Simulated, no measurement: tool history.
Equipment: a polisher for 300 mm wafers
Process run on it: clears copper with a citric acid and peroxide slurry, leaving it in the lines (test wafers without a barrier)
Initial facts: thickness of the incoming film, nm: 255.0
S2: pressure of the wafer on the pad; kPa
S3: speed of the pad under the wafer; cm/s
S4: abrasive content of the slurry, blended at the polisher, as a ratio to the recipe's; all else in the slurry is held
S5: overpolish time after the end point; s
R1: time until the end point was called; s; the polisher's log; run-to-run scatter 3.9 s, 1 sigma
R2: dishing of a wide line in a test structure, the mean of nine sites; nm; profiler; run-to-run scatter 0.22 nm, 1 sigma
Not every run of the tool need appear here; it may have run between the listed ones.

run 1 day=0.000 | flow_of_slurry_(ml/min)=280 S2=15.9 S3=108 S4=1.0 S5=21 | R1=168.67 R2=22.592
run 2 day=0.317 | flow_of_slurry_(ml/min)=280 S2=13.8 S3=108 S4=1.0 S5=23 | R1=185.63 R2=21.984
run 3 day=0.517 | flow_of_slurry_(ml/min)=275 S2=12.4 S3=106 S4=1.0 S5=25 | R1=224.99 R2=21.307
run 4 day=0.862 | flow_of_slurry_(ml/min)=275 S2=12.4 S3=106 S4=1.0 S5=17 | R1=217.69 R2=14.769
run 5 day=0.946 | flow_of_slurry_(ml/min)=275 S2=9.7 S3=106 S4=1.0 S5=17 | R1=275.78 R2=11.820
run 6 day=1.079 | flow_of_slurry_(ml/min)=275 S2=9.7 S3=106 S4=1.0 S5=23 | R1=277.00 R2=15.445
run 7 day=1.246 | flow_of_slurry_(ml/min)=270 S2=10.3 S3=106 S4=1.0 S5=25 | R1=254.70 R2=17.890
run 8 day=1.562 | flow_of_slurry_(ml/min)=270 S2=10.3 S3=106 S4=1.0 S5=26 | R1=255.08 R2=18.681
run 9 day=1.892 | flow_of_slurry_(ml/min)=270 S2=10.3 S3=106 S4=1.0 S5=27 | R1=266.34 R2=19.371
run 10 day=2.117 | flow_of_slurry_(ml/min)=275 S2=10.3 S3=106 S4=1.0 S5=27 | R1=253.36 R2=19.353

What will run 11 give?
run 11 day=2.442 | flow_of_slurry_(ml/min)=265 S2=10.3 S3=106 S4=1.0 S5=27 | R1=? R2=?

R1: 258.58 s
R2: 19.239 nm

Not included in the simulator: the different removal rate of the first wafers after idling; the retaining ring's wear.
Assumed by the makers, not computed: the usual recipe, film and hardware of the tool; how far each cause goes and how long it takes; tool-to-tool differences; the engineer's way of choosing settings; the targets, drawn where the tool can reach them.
